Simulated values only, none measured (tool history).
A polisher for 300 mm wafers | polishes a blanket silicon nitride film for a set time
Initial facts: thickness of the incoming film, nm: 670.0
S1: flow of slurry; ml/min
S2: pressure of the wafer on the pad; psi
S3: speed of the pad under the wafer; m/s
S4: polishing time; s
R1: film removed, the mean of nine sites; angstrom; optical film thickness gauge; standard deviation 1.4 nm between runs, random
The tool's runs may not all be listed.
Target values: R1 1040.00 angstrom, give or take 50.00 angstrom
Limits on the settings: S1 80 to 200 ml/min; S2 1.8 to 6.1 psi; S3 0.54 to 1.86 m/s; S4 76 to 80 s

{"run": 1, "day": 0.0, "S1": 130, "S2": 3.9, "S3": 1.18, "S4": 76, "R1": 1505.3}
{"run": 2, "day": 0.142, "S1": 130, "S2": 3.9, "S3": 1.18, "S4": 80, "R1": 1577.3}
{"run": 3, "day": 0.504, "S1": 130, "S2": 3.7, "S3": 1.18, "S4": 80, "R1": 1502.0}
{"run": 4, "day": 0.792, "S1": 150, "S2": 3.7, "S3": 1.18, "S4": 80, "R1": 1531.8}
{"run": 5, "day": 0.825, "S1": 150, "S2": 3.6, "S3": 1.18, "S4": 80, "R1": 1476.4}
{"run": 6, "day": 1.075, "S1": 150, "S2": 3.0, "S3": 1.18, "S4": 80, "R1": 1285.6}
{"run": 7, "day": 1.429, "S1": 150, "S2": 2.9, "S3": 1.18, "S4": 80, "R1": 1205.5}
{"run": 8, "day": 1.704, "S1": 150, "S2": 2.8, "S3": 1.18, "S4": 80, "R1": 1178.9}
{"run": 9, "day": 2.0, "S1": 150, "S2": 2.6, "S3": 1.18, "S4": 80, "R1": 1106.6}

Which one of the following 4 next-run settings gets every result inside its allowed miss? There is exactly one.
{"run": "A", "day": 2.296, "S1": 175, "S2": 2.1, "S3": 1.24, "S4": 80, "R1": "?"}
{"run": "B", "day": 2.296, "S1": 145, "S2": 2.9, "S3": 1.14, "S4": 80, "R1": "?"}
{"run": "C", "day": 2.296, "S1": 160, "S2": 2.8, "S3": 1.12, "S4": 78, "R1": "?"}
{"run": "D", "day": 2.296, "S1": 155, "S2": 3.2, "S3": 0.92, "S4": 76, "R1": "?"}

move=A R1=957.07
move=B R1=1179.90
move=C R1=1115.50
move=D R1=1050.20
A: carries the result that was furthest off beyond its target, to the other side
B: further off than the last run
C: further off than the last run
D: all results in spec
Move D is the one to make.

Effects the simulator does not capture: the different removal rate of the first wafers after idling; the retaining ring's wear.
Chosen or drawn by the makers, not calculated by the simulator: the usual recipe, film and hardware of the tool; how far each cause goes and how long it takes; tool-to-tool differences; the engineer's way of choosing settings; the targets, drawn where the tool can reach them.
